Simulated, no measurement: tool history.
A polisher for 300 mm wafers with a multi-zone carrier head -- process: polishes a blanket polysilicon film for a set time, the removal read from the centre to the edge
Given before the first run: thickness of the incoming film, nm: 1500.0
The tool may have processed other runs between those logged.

run,hour,flow of slurry (ml/min),pressure of the head's centre zone,pressure of the head's middle zone,pressure of the head's edge zone,polishing time (s),film removed at the wafer's centre (Å),film removed at mid-radius (Å),film removed at the wafer's edge (Å)
1,0,250,1,1,1,59,3108.5,3031.5,3082.1
2,1.7,250,1,1,1,71,3716.3,3714.5,3666.5
3,6.2,250,1,0.95,1,71,3735.4,3447.9,3603
4,14.8,250,1,0.95,1,56,2971.4,2823.5,2895.6
5,21.1,245,0.98,0.93,0.99,54,2719.2,2585.2,2778.7
6,22.7,245,0.98,0.93,1.04,54,2810.4,2649.2,2851.1
7,31.5,250,0.97,0.93,1.01,53,2682.4,2544.8,2782.5
8,32.5,240,0.97,0.93,0.98,52,2638.3,2502.9,2671.6

The next listed run, before its measurement:
9,35.5,235,0.96,0.93,0.95,52,?,?,?

film removed at the wafer's centre (Å): 2615.6
film removed at mid-radius (Å): 2522.7
film removed at the wafer's edge (Å): 2618
